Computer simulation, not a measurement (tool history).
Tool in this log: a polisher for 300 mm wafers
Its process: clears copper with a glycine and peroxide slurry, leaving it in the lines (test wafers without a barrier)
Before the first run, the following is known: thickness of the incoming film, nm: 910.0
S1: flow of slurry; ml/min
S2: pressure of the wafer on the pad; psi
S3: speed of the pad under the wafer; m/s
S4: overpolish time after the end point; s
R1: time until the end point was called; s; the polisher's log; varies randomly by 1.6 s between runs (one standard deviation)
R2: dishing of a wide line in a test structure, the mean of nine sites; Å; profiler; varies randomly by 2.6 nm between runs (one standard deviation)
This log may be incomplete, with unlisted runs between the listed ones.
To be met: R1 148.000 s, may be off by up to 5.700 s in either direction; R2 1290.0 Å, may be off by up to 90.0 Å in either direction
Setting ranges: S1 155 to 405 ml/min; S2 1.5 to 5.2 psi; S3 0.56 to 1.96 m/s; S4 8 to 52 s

| run | day | S1 | S2 | S3 | S4 | R1 | R2 |
|---|---|---|---|---|---|---|---|
| 1 | 0.000 | 260 | 3.3 | 1.26 | 26 | 100.770 | 1166.4 |
| 2 | 0.204 | 260 | 3.2 | 1.26 | 28 | 101.830 | 1175.3 |
| 3 | 0.367 | 260 | 3.2 | 1.50 | 28 | 88.861 | 1250.3 |
| 4 | 0.488 | 260 | 3.0 | 1.48 | 30 | 92.519 | 1263.4 |
| 5 | 0.554 | 200 | 3.0 | 1.48 | 30 | 96.270 | 1239.4 |
| 6 | 0.638 | 200 | 2.8 | 1.46 | 32 | 101.210 | 1249.7 |
| 7 | 0.908 | 200 | 2.7 | 1.44 | 33 | 105.080 | 1263.1 |
| 8 | 0.967 | 200 | 1.7 | 1.38 | 46 | 145.980 | 1120.8 |
| 9 | 1.183 | 195 | 1.7 | 1.36 | 47 | 149.340 | 1126.0 |
| 10 | 1.258 | 190 | 1.7 | 1.36 | 48 | 150.480 | 1160.8 |

Exactly one of the 5 candidate moves below puts every result within its allowed miss. Which one?
| A | 1.333 | 230 | 1.7 | 1.24 | 45 | ? | ? |
| B | 1.333 | 155 | 2.2 | 1.22 | 52 | ? | ? |
| C | 1.333 | 300 | 1.9 | 1.24 | 33 | ? | ? |
| D | 1.333 | 205 | 1.7 | 1.34 | 40 | ? | ? |
| E | 1.333 | 160 | 1.5 | 1.54 | 44 | ? | ? |

| move | R1 | R2 |
|---|---|---|
| A | 157.900 | 1138.2 |
| B | 147.310 | 1281.8 |
| C | 144.060 | 1041.9 |
| D | 150.620 | 1097.4 |
| E | 150.060 | 1112.0 |
A: lands further from the targets than the last run did
B: in spec on every target
C: lands further from the targets than the last run did
D: lands further from the targets than the last run did
E: lands further from the targets than the last run did
Go with B: it meets all targets.

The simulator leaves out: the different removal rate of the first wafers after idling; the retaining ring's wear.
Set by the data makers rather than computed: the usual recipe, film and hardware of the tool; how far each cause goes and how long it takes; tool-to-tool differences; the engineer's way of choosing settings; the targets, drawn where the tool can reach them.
